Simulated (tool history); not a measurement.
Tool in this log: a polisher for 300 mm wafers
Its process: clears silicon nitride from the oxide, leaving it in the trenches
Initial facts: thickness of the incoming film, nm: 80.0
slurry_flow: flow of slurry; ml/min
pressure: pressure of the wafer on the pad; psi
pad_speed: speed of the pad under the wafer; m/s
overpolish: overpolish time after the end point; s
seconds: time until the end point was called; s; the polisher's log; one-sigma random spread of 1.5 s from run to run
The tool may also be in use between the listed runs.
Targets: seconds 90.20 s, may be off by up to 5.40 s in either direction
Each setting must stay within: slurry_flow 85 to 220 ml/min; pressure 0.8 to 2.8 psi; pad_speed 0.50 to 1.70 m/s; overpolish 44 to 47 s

run	day	slurry_flow	pressure	pad_speed	overpolish	seconds
1	0.000	140	1.8	1.10	44	118.15
2	0.333	140	1.9	1.10	44	108.40
3	0.679	140	1.9	0.88	44	132.38
4	0.871	140	1.9	0.88	44	137.43
5	1.000	140	2.0	0.88	44	132.10
6	1.075	140	2.1	0.90	44	120.16
7	1.271	140	2.2	0.90	44	119.76
8	1.425	140	2.3	0.92	44	107.52

5 candidate next runs follow, results not yet known. Just one meets every target within its allowed miss. Identify it.
A	1.579	140	2.2	0.82	45	?
B	1.579	150	2.4	0.78	44	?
C	1.579	170	2.2	0.78	44	?
D	1.579	115	2.8	0.94	47	?
E	1.579	140	2.0	1.00	44	?

move	seconds
A	131.20
B	124.76
C	132.90
D	94.97
E	118.90
A: lands further from the targets than the last run did
B: lands further from the targets than the last run did
C: lands further from the targets than the last run did
D: every result lands within tolerance
E: lands further from the targets than the last run did
D meets every target.
